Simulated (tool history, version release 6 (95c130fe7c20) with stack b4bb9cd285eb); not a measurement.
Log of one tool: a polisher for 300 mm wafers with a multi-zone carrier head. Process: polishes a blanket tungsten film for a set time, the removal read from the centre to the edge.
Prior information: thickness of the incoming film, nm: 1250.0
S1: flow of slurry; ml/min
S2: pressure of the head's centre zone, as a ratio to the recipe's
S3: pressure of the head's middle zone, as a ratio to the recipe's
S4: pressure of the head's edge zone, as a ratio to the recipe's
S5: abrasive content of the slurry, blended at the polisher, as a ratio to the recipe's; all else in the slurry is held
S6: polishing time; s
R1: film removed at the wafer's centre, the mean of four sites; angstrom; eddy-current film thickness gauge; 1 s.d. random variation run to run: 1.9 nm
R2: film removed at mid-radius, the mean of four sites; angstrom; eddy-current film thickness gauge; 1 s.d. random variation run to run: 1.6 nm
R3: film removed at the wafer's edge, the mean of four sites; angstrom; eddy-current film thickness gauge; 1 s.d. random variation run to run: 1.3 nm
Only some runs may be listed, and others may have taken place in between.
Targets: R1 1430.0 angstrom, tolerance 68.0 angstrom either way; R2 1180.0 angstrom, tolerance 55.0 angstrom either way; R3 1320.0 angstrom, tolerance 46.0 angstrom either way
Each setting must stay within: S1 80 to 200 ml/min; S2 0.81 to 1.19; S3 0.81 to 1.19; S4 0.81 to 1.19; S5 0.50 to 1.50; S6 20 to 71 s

Run 1, day 0.000: S1 130 ml/min, S2 1.00, S3 1.00, S4 1.00, S5 1.00, S6 45 s. Result: R1 1973.1 angstrom, R2 1949.3 angstrom, R3 2127.2 angstrom.
Run 2, day 0.108: S1 130 ml/min, S2 1.00, S3 1.00, S4 1.04, S5 1.00, S6 45 s. Result: R1 1947.2 angstrom, R2 1985.6 angstrom, R3 2120.7 angstrom.
Run 3, day 0.358: S1 130 ml/min, S2 1.00, S3 1.00, S4 1.04, S5 1.00, S6 52 s. Result: R1 2264.3 angstrom, R2 2341.2 angstrom, R3 2445.6 angstrom.
Run 4, day 0.646: S1 130 ml/min, S2 0.95, S3 1.00, S4 1.04, S5 1.00, S6 52 s. Result: R1 2144.7 angstrom, R2 2331.4 angstrom, R3 2441.9 angstrom.
Run 5, day 1.021: S1 130 ml/min, S2 0.95, S3 1.00, S4 1.07, S5 1.00, S6 52 s. Result: R1 2166.1 angstrom, R2 2322.9 angstrom, R3 2514.9 angstrom.
Run 6, day 1.083: S1 125 ml/min, S2 0.98, S3 0.98, S4 1.03, S5 0.90, S6 48 s. Result: R1 1902.3 angstrom, R2 1991.9 angstrom, R3 2136.9 angstrom.
Run 7, day 1.442: S1 125 ml/min, S2 1.01, S3 0.96, S4 1.00, S5 0.80, S6 46 s. Result: R1 1841.3 angstrom, R2 1823.8 angstrom, R3 1936.4 angstrom.
Run 8, day 1.750: S1 120 ml/min, S2 1.02, S3 0.93, S4 0.98, S5 0.75, S6 44 s. Result: R1 1684.7 angstrom, R2 1621.4 angstrom, R3 1781.1 angstrom.
Run 9, day 1.838: S1 120 ml/min, S2 1.04, S3 0.92, S4 0.96, S5 0.70, S6 43 s. Result: R1 1637.7 angstrom, R2 1542.3 angstrom, R3 1687.8 angstrom.
Run 10, day 1.950: S1 115 ml/min, S2 1.06, S3 0.91, S4 0.94, S5 0.65, S6 42 s. Result: R1 1554.0 angstrom, R2 1412.8 angstrom, R3 1547.5 angstrom.
Run 11, day 2.292: S1 110 ml/min, S2 1.07, S3 0.90, S4 0.92, S5 0.65, S6 42 s. Result: R1 1566.5 angstrom, R2 1361.5 angstrom, R3 1541.3 angstrom.
Run 12, day 2.358: S1 110 ml/min, S2 1.08, S3 0.90, S4 0.90, S5 0.60, S6 42 s. Result: R1 1486.4 angstrom, R2 1331.6 angstrom, R3 1481.1 angstrom.
Run 13, day 2.446: S1 110 ml/min, S2 1.10, S3 0.90, S4 0.88, S5 0.60, S6 42 s. Result: R1 1509.2 angstrom, R2 1279.2 angstrom, R3 1432.9 angstrom.
Run 14, day 2.662: S1 105 ml/min, S2 1.10, S3 0.90, S4 0.87, S5 0.60, S6 42 s. Result: R1 1508.7 angstrom, R2 1295.6 angstrom, R3 1416.0 angstrom.
At day 2.971: slurry nozzle cleaned.
Run 15, day 2.971: S1 100 ml/min, S2 1.10, S3 0.89, S4 0.86, S5 0.60, S6 42 s. Result: R1 1645.1 angstrom, R2 1358.6 angstrom, R3 1465.6 angstrom.
Run 16, day 3.346: S1 105 ml/min, S2 1.11, S3 0.89, S4 0.86, S5 0.60, S6 42 s. Result: R1 1707.2 angstrom, R2 1380.2 angstrom, R3 1481.6 angstrom.
Run 17, day 3.442: S1 90 ml/min, S2 1.06, S3 0.84, S4 0.84, S5 0.50, S6 39 s. Result: R1 1275.0 angstrom, R2 1089.3 angstrom, R3 1209.9 angstrom.
Run 18, day 3.567: S1 95 ml/min, S2 1.07, S3 0.85, S4 0.85, S5 0.50, S6 39 s. Result: R1 1296.1 angstrom, R2 1089.3 angstrom, R3 1253.6 angstrom.
Run 19, day 3.825: S1 95 ml/min, S2 1.07, S3 0.85, S4 0.85, S5 0.50, S6 39 s. Result: R1 1352.3 angstrom, R2 1100.2 angstrom, R3 1230.1 angstrom.
Run 20, day 4.092: S1 100 ml/min, S2 1.08, S3 0.86, S4 0.86, S5 0.50, S6 39 s. Result: R1 1318.9 angstrom, R2 1119.7 angstrom, R3 1281.0 angstrom.
Run 21, day 4.300: S1 100 ml/min, S2 1.09, S3 0.87, S4 0.86, S5 0.50, S6 39 s. Result: R1 1379.4 angstrom, R2 1146.2 angstrom, R3 1250.4 angstrom.
Run 22, day 4.492: S1 100 ml/min, S2 1.09, S3 0.87, S4 0.86, S5 0.50, S6 39 s. Result: R1 1423.8 angstrom, R2 1149.9 angstrom, R3 1259.3 angstrom.
Run 23, day 4.579: S1 100 ml/min, S2 1.09, S3 0.87, S4 0.87, S5 0.50, S6 39 s. Result: R1 1377.6 angstrom, R2 1132.6 angstrom, R3 1260.2 angstrom.

Next run, 5 choices. One meets every target within its allowed miss, the rest don't. Which?
Run A, day 4.667: S1 105 ml/min, S2 1.10, S3 0.81, S4 0.93, S5 0.55, S6 40 s. Result: R1 ?, R2 ?, R3 ?.
Run B, day 4.667: S1 105 ml/min, S2 1.02, S3 0.81, S4 0.92, S5 0.55, S6 40 s. Result: R1 ?, R2 ?, R3 ?.
Run C, day 4.667: S1 110 ml/min, S2 1.19, S3 0.87, S4 0.93, S5 0.50, S6 39 s. Result: R1 ?, R2 ?, R3 ?.
Run D, day 4.667: S1 80 ml/min, S2 1.18, S3 0.85, S4 0.82, S5 0.55, S6 42 s. Result: R1 ?, R2 ?, R3 ?.
Run E, day 4.667: S1 110 ml/min, S2 1.09, S3 0.86, S4 0.90, S5 0.70, S6 34 s. Result: R1 ?, R2 ?, R3 ?.

move      R1      R2      R3
   A  1547.9  1203.0  1414.0
   B  1434.5  1203.5  1407.0
   C  1578.5  1198.1  1321.9
   D  1553.8  1189.5  1313.1
   E  1477.6  1214.3  1331.7
A: the result that was furthest off in the last run now lies on the other side of its target
B: the result that was furthest off in the last run now lies on the other side of its target
C: brings the last run's worst result on target, with another outside its allowed miss
D: brings the last run's worst result on target, with another outside its allowed miss
E: hits every target within its allowed miss
E meets every target.

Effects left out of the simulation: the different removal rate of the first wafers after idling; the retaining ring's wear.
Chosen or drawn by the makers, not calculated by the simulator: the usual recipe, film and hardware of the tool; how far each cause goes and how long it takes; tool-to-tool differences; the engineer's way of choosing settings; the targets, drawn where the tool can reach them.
